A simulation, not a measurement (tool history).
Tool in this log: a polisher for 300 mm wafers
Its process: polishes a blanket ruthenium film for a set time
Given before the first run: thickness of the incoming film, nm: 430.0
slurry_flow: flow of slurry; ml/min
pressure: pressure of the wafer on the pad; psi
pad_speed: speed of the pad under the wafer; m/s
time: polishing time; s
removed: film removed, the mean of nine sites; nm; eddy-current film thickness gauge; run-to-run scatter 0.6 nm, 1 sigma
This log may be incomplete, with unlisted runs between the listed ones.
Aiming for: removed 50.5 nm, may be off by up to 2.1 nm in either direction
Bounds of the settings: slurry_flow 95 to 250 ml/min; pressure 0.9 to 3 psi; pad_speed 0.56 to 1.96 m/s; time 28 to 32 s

| run | hour | slurry_flow | pressure | pad_speed | time | removed |
|---|---|---|---|---|---|---|
| 1 | 0 | 160 | 1.9 | 1.26 | 32 | 38.578 |
| 2 | 3.3 | 160 | 1.9 | 1.26 | 32 | 39.873 |
| 3 | 5.2 | 135 | 1.9 | 1.26 | 32 | 37.924 |
| 4 | 11.1 | 105 | 1.9 | 1.26 | 32 | 36.939 |
| 5 | 19.7 | 105 | 2 | 1.26 | 32 | 38.381 |
| 6 | 22.7 | 95 | 2 | 1.26 | 32 | 37.11 |
| 7 | 24.1 | 105 | 2.1 | 1.26 | 32 | 39.585 |
| 8 | 26.4 | 110 | 2.2 | 1.26 | 32 | 42.072 |
| 9 | 30.6 | 115 | 2.2 | 1.26 | 32 | 42.825 |
| 10 | 34.8 | 120 | 2.2 | 1.26 | 32 | 42.444 |

5 next moves are on the table. One of them brings every result within its allowed miss. Which?
| A | 39 | 135 | 2.3 | 1.26 | 32 | ? |
| B | 39 | 165 | 1.9 | 1.56 | 32 | ? |
| C | 39 | 150 | 2.6 | 1.44 | 28 | ? |
| D | 39 | 115 | 2.6 | 1.46 | 32 | ? |
| E | 39 | 115 | 2.5 | 1.5 | 32 | ? |

| move | removed |
|---|---|
| A | 47.001 |
| B | 46.196 |
| C | 51.326 |
| D | 56.978 |
| E | 55.843 |
A: better than the last run, though not everything is in spec
B: better than the last run, though not everything is in spec
C: every result lands within tolerance
D: takes the biggest miss from the last run beyond its target
E: takes the biggest miss from the last run beyond its target
Correct choice: C, which meets every target
